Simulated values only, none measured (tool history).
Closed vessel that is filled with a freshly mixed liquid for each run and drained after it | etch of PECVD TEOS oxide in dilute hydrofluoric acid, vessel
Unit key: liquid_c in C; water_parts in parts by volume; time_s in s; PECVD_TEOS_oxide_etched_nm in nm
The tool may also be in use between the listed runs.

run,hour,liquid_c,water_parts,time_s,PECVD_TEOS_oxide_etched_nm
1,0,24,215,175,11.571
2,7.3,24,215,175,11.53
3,10.4,22,225,175,10.099
4,15.2,20.5,235,175,9.0741
5,22.8,19.5,240,175,8.5824
6,32.1,19,245,175,8.1973
7,34.8,18.5,250,175,7.8617
8,42.8,18.5,250,175,7.8194
9,50.8,18,255,175,7.5333

Expected results for the next run?
10,54.8,17.5,255,175,?

PECVD_TEOS_oxide_etched_nm: 7.3611 nm
